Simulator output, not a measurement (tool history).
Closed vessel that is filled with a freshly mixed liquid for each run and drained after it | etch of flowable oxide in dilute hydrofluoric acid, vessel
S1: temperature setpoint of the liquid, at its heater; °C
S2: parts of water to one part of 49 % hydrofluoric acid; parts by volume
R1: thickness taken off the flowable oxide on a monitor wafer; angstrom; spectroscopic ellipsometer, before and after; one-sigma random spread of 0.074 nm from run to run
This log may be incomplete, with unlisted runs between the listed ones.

run 1 hour=0.0 | S1=21.0 S2=95 time_in_the_liquid_(s)=105 | R1=267.16
run 2 hour=8.1 | S1=21.0 S2=95 time_in_the_liquid_(s)=105 | R1=268.39
run 3 hour=16.9 | S1=24.0 S2=95 time_in_the_liquid_(s)=105 | R1=302.46
run 4 hour=23.2 | S1=22.5 S2=95 time_in_the_liquid_(s)=105 | R1=284.93
run 5 hour=31.3 | S1=19.5 S2=95 time_in_the_liquid_(s)=105 | R1=252.35
run 6 hour=35.5 | S1=19.5 S2=95 time_in_the_liquid_(s)=115 | R1=274.88
run 7 hour=36.3 | S1=19.0 S2=95 time_in_the_liquid_(s)=115 | R1=269.08
run 8 hour=41.2 | S1=18.5 S2=95 time_in_the_liquid_(s)=115 | R1=263.26
run 9 hour=42.9 | S1=18.0 S2=95 time_in_the_liquid_(s)=115 | R1=259.75
run 10 hour=50.5 | S1=17.5 S2=95 time_in_the_liquid_(s)=115 | R1=253.66
run 11 hour=56.7 | S1=17.0 S2=100 time_in_the_liquid_(s)=115 | R1=234.37

Run 12 has not been measured yet. What should we expect?
run 12 hour=64.1 | S1=17.0 S2=105 time_in_the_liquid_(s)=115 | R1=?

R1: 221.99 angstrom
